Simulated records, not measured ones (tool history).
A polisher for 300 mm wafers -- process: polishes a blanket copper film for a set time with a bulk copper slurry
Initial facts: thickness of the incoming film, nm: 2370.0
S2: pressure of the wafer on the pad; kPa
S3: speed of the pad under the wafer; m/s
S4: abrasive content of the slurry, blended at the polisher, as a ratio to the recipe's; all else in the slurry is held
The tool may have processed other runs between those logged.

run 1 day=0 | flow_of_slurry_(ml/min)=215 S2=21.4 S3=1.28 S4=1 polishing_time_(s)=21 | film_removed_(nm)=265.07
run 2 day=0.088 | flow_of_slurry_(ml/min)=215 S2=17.2 S3=1.28 S4=1 polishing_time_(s)=21 | film_removed_(nm)=213.56
run 3 day=0.354 | flow_of_slurry_(ml/min)=215 S2=17.2 S3=1.58 S4=1 polishing_time_(s)=21 | film_removed_(nm)=252.58
run 4 day=0.467 | flow_of_slurry_(ml/min)=215 S2=16.5 S3=1.56 S4=1 polishing_time_(s)=21 | film_removed_(nm)=228.98
-- day=0.808 slurry blender recalibrated
run 5 day=0.808 | flow_of_slurry_(ml/min)=215 S2=16.5 S3=1.42 S4=1 polishing_time_(s)=21 | film_removed_(nm)=234.31
run 6 day=0.833 | flow_of_slurry_(ml/min)=215 S2=15.9 S3=1.38 S4=1 polishing_time_(s)=21 | film_removed_(nm)=218.37
run 7 day=1.15 | flow_of_slurry_(ml/min)=215 S2=15.2 S3=1.34 S4=1 polishing_time_(s)=21 | film_removed_(nm)=203.46

For run 8, what comes out?
run 8 day=1.417 | flow_of_slurry_(ml/min)=215 S2=14.5 S3=1.32 S4=1 polishing_time_(s)=21 | film_removed_(nm)=?

{"run 8": {"film removed (nm)": 193.16}}
